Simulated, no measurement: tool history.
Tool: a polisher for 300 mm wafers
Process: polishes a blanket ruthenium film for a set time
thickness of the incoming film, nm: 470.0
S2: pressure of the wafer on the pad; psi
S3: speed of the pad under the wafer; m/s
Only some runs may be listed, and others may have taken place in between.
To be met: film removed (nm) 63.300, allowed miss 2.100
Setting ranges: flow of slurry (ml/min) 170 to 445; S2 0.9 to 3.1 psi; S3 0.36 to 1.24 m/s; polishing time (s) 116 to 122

run 1 hour=0.0 | flow_of_slurry_(ml/min)=285 S2=2.0 S3=0.80 polishing_time_(s)=116 | film_removed_(nm)=99.965
run 2 hour=5.7 | flow_of_slurry_(ml/min)=285 S2=2.0 S3=0.92 polishing_time_(s)=116 | film_removed_(nm)=113.840
run 3 hour=12.9 | flow_of_slurry_(ml/min)=285 S2=1.6 S3=0.90 polishing_time_(s)=116 | film_removed_(nm)=90.717
run 4 hour=17.1 | flow_of_slurry_(ml/min)=285 S2=1.6 S3=0.90 polishing_time_(s)=116 | film_removed_(nm)=92.022
run 5 hour=21.4 | flow_of_slurry_(ml/min)=285 S2=1.4 S3=0.88 polishing_time_(s)=116 | film_removed_(nm)=78.028
run 6 hour=30.1 | flow_of_slurry_(ml/min)=230 S2=1.4 S3=0.88 polishing_time_(s)=116 | film_removed_(nm)=77.269
run 7 hour=36.1 | flow_of_slurry_(ml/min)=230 S2=1.3 S3=0.88 polishing_time_(s)=116 | film_removed_(nm)=71.617
run 8 hour=40.0 | flow_of_slurry_(ml/min)=225 S2=1.2 S3=0.88 polishing_time_(s)=116 | film_removed_(nm)=67.035

Pick the move, out of 4, that brings all results within their allowed miss; only one does.
run A hour=43.9 | flow_of_slurry_(ml/min)=225 S2=1.2 S3=0.96 polishing_time_(s)=116 | film_removed_(nm)=?
run B hour=43.9 | flow_of_slurry_(ml/min)=220 S2=1.1 S3=0.98 polishing_time_(s)=117 | film_removed_(nm)=?
run C hour=43.9 | flow_of_slurry_(ml/min)=210 S2=1.3 S3=0.76 polishing_time_(s)=119 | film_removed_(nm)=?
run D hour=43.9 | flow_of_slurry_(ml/min)=260 S2=1.2 S3=0.92 polishing_time_(s)=116 | film_removed_(nm)=?

move=A film_removed_(nm)=73.149
move=B film_removed_(nm)=69.728
move=C film_removed_(nm)=63.554
move=D film_removed_(nm)=71.264
A: further off than the last run
B: further off than the last run
C: hits every target within its allowed miss
D: further off than the last run
Move C is the one to make.
